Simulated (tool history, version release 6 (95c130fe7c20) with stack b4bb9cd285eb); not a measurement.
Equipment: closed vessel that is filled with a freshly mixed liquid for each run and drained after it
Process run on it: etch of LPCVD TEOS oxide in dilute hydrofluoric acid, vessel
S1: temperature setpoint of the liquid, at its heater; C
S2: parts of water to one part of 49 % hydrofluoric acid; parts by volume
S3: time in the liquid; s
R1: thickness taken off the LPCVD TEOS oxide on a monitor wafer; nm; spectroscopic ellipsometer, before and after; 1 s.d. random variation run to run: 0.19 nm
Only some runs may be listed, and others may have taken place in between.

run,hour,S1,S2,S3,R1
1,0,25,50,110,42.511
2,7.1,27,50,110,46.108
3,14.4,25.5,50,110,43.242
4,18.5,28,50,110,48.272
5,23.3,26.5,50,110,44.973
6,31.5,26.5,35,110,65.606
7,33.2,23.5,40,110,50.31
8,38.6,21.5,40,110,46.639

For run 9, what comes out?
9,45.6,17.5,45,110,?

{"run 9": {"R1": 34.36}}
